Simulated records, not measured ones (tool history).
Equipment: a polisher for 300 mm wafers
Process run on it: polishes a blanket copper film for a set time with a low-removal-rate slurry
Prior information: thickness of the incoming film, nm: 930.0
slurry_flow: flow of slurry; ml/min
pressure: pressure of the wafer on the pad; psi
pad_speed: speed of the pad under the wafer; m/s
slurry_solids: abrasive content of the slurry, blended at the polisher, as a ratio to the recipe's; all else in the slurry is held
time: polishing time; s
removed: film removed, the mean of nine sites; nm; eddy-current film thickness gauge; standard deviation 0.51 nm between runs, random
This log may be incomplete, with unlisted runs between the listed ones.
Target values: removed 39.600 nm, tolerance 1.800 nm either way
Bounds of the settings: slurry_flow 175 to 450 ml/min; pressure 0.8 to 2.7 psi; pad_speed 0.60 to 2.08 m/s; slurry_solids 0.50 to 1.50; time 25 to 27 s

| run | hour | slurry_flow | pressure | pad_speed | slurry_solids | time | removed |
|---|---|---|---|---|---|---|---|
| 1 | 0.0 | 290 | 1.7 | 1.34 | 1.00 | 27 | 58.842 |
| 2 | 7.6 | 290 | 1.6 | 1.34 | 1.00 | 27 | 55.043 |
| 3 | 10.5 | 290 | 1.5 | 1.34 | 1.00 | 27 | 52.852 |
| 4 | 17.9 | 290 | 1.5 | 1.34 | 1.00 | 25 | 47.377 |
| 5 | 25.0 | 290 | 1.5 | 1.58 | 1.00 | 25 | 55.546 |
| 6 | 28.3 | 290 | 1.4 | 1.58 | 1.00 | 25 | 53.339 |
| 7 | 32.3 | 290 | 0.9 | 1.54 | 1.00 | 25 | 33.053 |
| 8 | 35.2 | 290 | 1.0 | 1.54 | 1.00 | 25 | 36.701 |

Exactly one of the 5 candidate moves below puts every result within its allowed miss. Which one?
| A | 38.1 | 255 | 1.1 | 1.44 | 1.00 | 26 | ? |
| B | 38.1 | 280 | 1.1 | 1.56 | 0.95 | 26 | ? |
| C | 38.1 | 345 | 0.9 | 1.86 | 1.10 | 26 | ? |
| D | 38.1 | 290 | 1.0 | 1.66 | 1.20 | 26 | ? |
| E | 38.1 | 325 | 1.0 | 1.38 | 0.90 | 27 | ? |

| move | removed |
|---|---|
| A | 39.587 |
| B | 42.329 |
| C | 43.009 |
| D | 43.156 |
| E | 35.841 |
A: all results in spec
B: takes the biggest miss from the last run beyond its target
C: takes the biggest miss from the last run beyond its target
D: takes the biggest miss from the last run beyond its target
E: further off than the last run
So the answer is move A, the one that meets all the targets.

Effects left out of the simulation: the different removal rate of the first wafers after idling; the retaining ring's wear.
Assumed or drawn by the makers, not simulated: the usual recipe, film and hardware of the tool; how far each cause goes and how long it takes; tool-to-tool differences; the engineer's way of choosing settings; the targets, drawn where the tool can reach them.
